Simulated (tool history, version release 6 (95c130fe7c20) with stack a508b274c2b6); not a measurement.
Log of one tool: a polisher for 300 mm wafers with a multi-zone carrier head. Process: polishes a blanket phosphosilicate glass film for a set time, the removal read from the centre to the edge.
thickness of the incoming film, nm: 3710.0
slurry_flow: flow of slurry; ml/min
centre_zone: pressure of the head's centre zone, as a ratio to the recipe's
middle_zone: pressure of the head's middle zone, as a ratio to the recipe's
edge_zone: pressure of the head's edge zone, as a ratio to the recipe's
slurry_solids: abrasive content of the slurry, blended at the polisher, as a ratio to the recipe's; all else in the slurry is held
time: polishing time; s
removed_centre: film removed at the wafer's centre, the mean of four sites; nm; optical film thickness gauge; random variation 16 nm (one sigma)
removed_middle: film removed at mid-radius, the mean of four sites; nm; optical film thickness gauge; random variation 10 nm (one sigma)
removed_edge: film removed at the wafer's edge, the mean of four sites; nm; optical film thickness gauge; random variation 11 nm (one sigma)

{"run": 1, "hour": 0.0, "slurry_flow": 215, "centre_zone": 1.0, "middle_zone": 1.0, "edge_zone": 1.0, "slurry_solids": 1.0, "time": 77, "removed_centre": 1110.5, "removed_middle": 1122.6, "removed_edge": 1140.7}
{"run": 2, "hour": 4.7, "slurry_flow": 215, "centre_zone": 1.0, "middle_zone": 0.95, "edge_zone": 1.0, "slurry_solids": 1.0, "time": 77, "removed_centre": 1122.9, "removed_middle": 1071.1, "removed_edge": 1137.5}
{"run": 3, "hour": 6.2, "slurry_flow": 215, "centre_zone": 1.0, "middle_zone": 0.89, "edge_zone": 1.0, "slurry_solids": 1.0, "time": 77, "removed_centre": 1124.5, "removed_middle": 1020.9, "removed_edge": 1143.8}
{"run": 4, "hour": 12.5, "slurry_flow": 215, "centre_zone": 0.94, "middle_zone": 0.89, "edge_zone": 1.0, "slurry_solids": 1.0, "time": 77, "removed_centre": 1048.6, "removed_middle": 1011.9, "removed_edge": 1149.5}
{"run": 5, "hour": 15.3, "slurry_flow": 215, "centre_zone": 0.86, "middle_zone": 0.89, "edge_zone": 1.0, "slurry_solids": 1.0, "time": 77, "removed_centre": 953.75, "removed_middle": 1037.3, "removed_edge": 1143.1}
{"run": 6, "hour": 16.1, "slurry_flow": 260, "centre_zone": 0.86, "middle_zone": 0.89, "edge_zone": 1.0, "slurry_solids": 1.0, "time": 77, "removed_centre": 988.9, "removed_middle": 1047.5, "removed_edge": 1154.5}
{"run": 7, "hour": 19.5, "slurry_flow": 280, "centre_zone": 0.92, "middle_zone": 0.95, "edge_zone": 0.94, "slurry_solids": 1.0, "time": 77, "removed_centre": 1073.0, "removed_middle": 1132.9, "removed_edge": 1143.1}

Run 8 comes next. What will it give?
{"run": 8, "hour": 24.3, "slurry_flow": 295, "centre_zone": 0.97, "middle_zone": 0.99, "edge_zone": 0.9, "slurry_solids": 0.95, "time": 77, "removed_centre": "?", "removed_middle": "?", "removed_edge": "?"}

{"run 8": {"removed_centre": 1142.2, "removed_middle": 1141.1, "removed_edge": 1126.2}}

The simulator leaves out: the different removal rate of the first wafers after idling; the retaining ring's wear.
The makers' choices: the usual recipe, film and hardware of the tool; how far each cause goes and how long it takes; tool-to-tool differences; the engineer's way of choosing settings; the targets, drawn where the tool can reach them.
